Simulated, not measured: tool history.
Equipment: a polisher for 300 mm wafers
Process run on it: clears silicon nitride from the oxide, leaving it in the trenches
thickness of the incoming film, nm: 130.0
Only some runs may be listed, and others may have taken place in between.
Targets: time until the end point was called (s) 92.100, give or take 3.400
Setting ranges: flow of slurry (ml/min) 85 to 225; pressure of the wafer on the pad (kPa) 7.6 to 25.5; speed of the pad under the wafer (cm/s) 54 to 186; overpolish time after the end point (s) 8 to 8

run	day	flow of slurry (ml/min)	pressure of the wafer on the pad (kPa)	speed of the pad under the wafer (cm/s)	overpolish time after the end point (s)	time until the end point was called (s)
1	0.000	145	16.5	118	8	147.610
2	0.171	145	20.0	118	8	122.700
3	0.429	120	20.0	118	8	128.070
4	0.662	120	22.1	118	8	115.410
5	0.783	135	22.8	118	8	111.010
6	0.962	140	23.4	120	8	105.330
7	1.012	140	24.1	122	8	101.210
8	1.358	140	24.8	124	8	95.609

Exactly one of the 4 candidate moves below puts every result within its allowed miss. Which one?
A	1.704	160	21.4	150	8	?
B	1.704	165	24.1	112	8	?
C	1.704	180	22.8	122	8	?
D	1.704	100	17.9	180	8	?

move	time until the end point was called (s)
A	93.888
B	104.840
C	102.370
D	106.730
A: every result lands within tolerance
B: the biggest miss grows against the last run
C: the biggest miss grows against the last run
D: the biggest miss grows against the last run
Answer: A

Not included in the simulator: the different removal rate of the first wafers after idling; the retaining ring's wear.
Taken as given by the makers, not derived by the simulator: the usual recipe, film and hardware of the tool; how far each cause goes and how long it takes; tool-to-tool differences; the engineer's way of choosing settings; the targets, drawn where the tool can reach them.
